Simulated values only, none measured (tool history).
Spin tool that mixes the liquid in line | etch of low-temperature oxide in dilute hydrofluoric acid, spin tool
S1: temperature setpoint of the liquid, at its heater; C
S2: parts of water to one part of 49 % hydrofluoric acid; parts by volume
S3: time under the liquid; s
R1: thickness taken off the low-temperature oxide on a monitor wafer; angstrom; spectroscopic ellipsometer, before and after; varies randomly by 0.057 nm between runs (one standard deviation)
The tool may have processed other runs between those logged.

run 1 hour=0.0 | S1=25.0 S2=230 S3=185 | R1=244.63
run 2 hour=7.9 | S1=22.5 S2=240 S3=185 | R1=212.49
run 3 hour=10.0 | S1=21.0 S2=245 S3=185 | R1=195.36
run 4 hour=16.5 | S1=21.0 S2=245 S3=200 | R1=211.68
run 5 hour=21.7 | S1=20.0 S2=255 S3=200 | R1=193.50
run 6 hour=28.3 | S1=19.0 S2=260 S3=200 | R1=182.64
run 7 hour=37.0 | S1=18.5 S2=265 S3=200 | R1=174.36
run 8 hour=40.2 | S1=18.0 S2=265 S3=200 | R1=171.93

Run 9 comes next. What will it give?
run 9 hour=48.0 | S1=17.5 S2=270 S3=200 | R1=?

{"run 9": {"R1": 164.09}}
